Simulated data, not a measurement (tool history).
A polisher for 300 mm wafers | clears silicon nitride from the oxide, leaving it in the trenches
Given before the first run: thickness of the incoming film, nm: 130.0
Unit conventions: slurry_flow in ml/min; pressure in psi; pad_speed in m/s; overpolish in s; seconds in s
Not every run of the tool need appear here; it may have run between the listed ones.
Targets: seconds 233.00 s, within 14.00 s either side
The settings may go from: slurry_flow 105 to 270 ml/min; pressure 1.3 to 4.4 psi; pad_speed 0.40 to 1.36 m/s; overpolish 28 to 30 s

| run | hour | slurry_flow | pressure | pad_speed | overpolish | seconds |
|---|---|---|---|---|---|---|
| 1 | 0.0 | 175 | 2.8 | 0.88 | 28 | 145.27 |
| 2 | 4.9 | 175 | 2.8 | 0.88 | 30 | 144.18 |
| 3 | 6.7 | 175 | 3.1 | 0.88 | 30 | 131.39 |
| 4 | 13.9 | 175 | 2.8 | 0.86 | 30 | 148.12 |
| 5 | 20.1 | 175 | 2.8 | 0.86 | 30 | 148.36 |
| 6 | 23.7 | 145 | 2.8 | 0.86 | 30 | 150.24 |
| 7 | 28.9 | 145 | 2.6 | 0.84 | 30 | 160.86 |
| 8 | 35.7 | 145 | 2.4 | 0.82 | 30 | 177.99 |

Of the 4 settings listed for the next run, only one would bring every result within its allowed miss of target. Which one?
| A | 42.5 | 170 | 1.4 | 0.84 | 30 | ? |
| B | 42.5 | 170 | 1.6 | 0.92 | 30 | ? |
| C | 42.5 | 115 | 2.3 | 0.68 | 30 | ? |
| D | 42.5 | 155 | 2.2 | 0.66 | 30 | ? |

| move | seconds |
|---|---|
| A | 219.74 |
| B | 190.10 |
| C | 201.20 |
| D | 203.24 |
A: all results land within tolerance of their targets
B: nearer the targets than the last run, but a result is still out of spec
C: nearer the targets than the last run, but a result is still out of spec
D: nearer the targets than the last run, but a result is still out of spec
Move A is the one to make.
